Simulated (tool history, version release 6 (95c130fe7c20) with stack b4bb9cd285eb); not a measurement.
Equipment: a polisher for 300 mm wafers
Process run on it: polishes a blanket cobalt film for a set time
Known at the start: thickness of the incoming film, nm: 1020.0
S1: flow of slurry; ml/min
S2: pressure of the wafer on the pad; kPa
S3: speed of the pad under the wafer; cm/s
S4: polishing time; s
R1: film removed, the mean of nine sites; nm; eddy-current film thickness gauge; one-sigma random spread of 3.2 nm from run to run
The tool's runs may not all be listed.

run	hour	S1	S2	S3	S4	R1
1	0.0	190	9.7	122	61	305.59
2	7.3	200	10.3	122	61	329.18
3	10.1	200	10.3	122	64	349.99
4	11.4	240	10.3	122	64	357.91
5	18.3	240	11.0	122	64	374.90
6	23.2	205	11.0	122	64	373.08
7	26.9	205	11.7	122	64	392.82
8	34.1	205	12.4	122	64	413.03
9	36.8	205	12.4	122	64	422.40

Run 10 is up next; what results do you expect?
10	44.7	210	13.1	122	64	?

{"run 10": {"R1": 445.2}}

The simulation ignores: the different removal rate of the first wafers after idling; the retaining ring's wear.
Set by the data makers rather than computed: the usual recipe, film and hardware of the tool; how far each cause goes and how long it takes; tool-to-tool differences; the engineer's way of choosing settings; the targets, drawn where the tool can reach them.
